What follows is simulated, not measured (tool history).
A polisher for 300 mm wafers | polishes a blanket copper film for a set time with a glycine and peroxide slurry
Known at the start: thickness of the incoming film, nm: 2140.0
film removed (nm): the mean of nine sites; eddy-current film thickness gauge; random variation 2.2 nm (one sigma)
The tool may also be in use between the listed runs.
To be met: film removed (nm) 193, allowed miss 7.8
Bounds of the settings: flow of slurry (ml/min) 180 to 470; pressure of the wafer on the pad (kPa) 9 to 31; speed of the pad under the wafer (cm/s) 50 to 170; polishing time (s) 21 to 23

run,day,flow of slurry (ml/min),pressure of the wafer on the pad (kPa),speed of the pad under the wafer (cm/s),polishing time (s),film removed (nm)
1,0,300,20,110,23,153.9
2,0.079,300,21.4,110,23,162.45
3,0.433,300,21.4,90,23,136.49
4,0.767,300,21.4,76,23,119.67
5,0.804,300,21.4,76,21,108.16
6,0.829,300,18.6,76,21,99.109
7,1.012,300,21.4,80,21,113.81
8,1.383,300,23.4,84,21,126.08
9,1.721,300,25.5,90,21,141.38
10,1.871,300,26.9,94,21,150.63

4 next moves are on the table. One of them brings every result within its allowed miss. Which?
A,2.021,340,22.1,128,23,?
B,2.021,340,29.6,124,23,?
C,2.021,290,28.3,86,21,?
D,2.021,345,21.4,66,21,?

move,film removed (nm)
A,194.98
B,234.13
C,147.21
D,101.11
A: meets every target
B: takes the result that was furthest off past its target
C: further off than the last run
D: further off than the last run
Answer: A
